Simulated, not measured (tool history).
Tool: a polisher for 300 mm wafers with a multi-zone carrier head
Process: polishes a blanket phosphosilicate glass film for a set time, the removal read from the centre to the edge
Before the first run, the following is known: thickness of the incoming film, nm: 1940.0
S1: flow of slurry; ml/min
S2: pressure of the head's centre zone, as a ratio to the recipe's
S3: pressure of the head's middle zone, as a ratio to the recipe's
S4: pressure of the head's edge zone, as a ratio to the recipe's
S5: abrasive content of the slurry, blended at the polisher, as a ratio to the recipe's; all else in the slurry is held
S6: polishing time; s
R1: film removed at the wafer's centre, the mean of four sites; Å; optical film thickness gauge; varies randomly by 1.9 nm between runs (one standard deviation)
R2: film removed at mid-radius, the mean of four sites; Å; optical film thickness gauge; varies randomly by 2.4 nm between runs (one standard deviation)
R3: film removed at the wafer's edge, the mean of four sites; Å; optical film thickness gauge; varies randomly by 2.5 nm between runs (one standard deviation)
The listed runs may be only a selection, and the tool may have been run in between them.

run    day   S1    S2    S3    S4    S5  S6      R1      R2      R3
  1      0  135     1     1     1     1  36  2141.9  2072.5  2166.4
  2  0.204  135  0.99     1  0.99  0.95  36  2109.1  2016.5  2008.3
  3  0.517  135  0.99     1  0.99  0.95  41  2356.8  2356.1  2340.5
  4  0.875  130  0.97  0.99  0.99   0.9  41  2314.5  2206.8  2351.3
  5  1.012  130  0.95     1  0.99  0.85  41  2215.2  2299.2  2265.3
  6  1.075  130  0.89     1  0.99  0.85  41  2114.2    2252    2286
  7  1.142  130  0.88     1  0.99   0.8  41  2129.5  2193.9    2261
  8  1.475  125  0.87  1.01  0.99  0.75  40  1981.8  2065.6  2163.8

For run 9, what comes out?
  9  1.554  125  0.86  1.02  0.98  0.7  40   ?   ?   ?

R1: 1910.1 Å
R2: 2103.5 Å
R3: 2036.9 Å
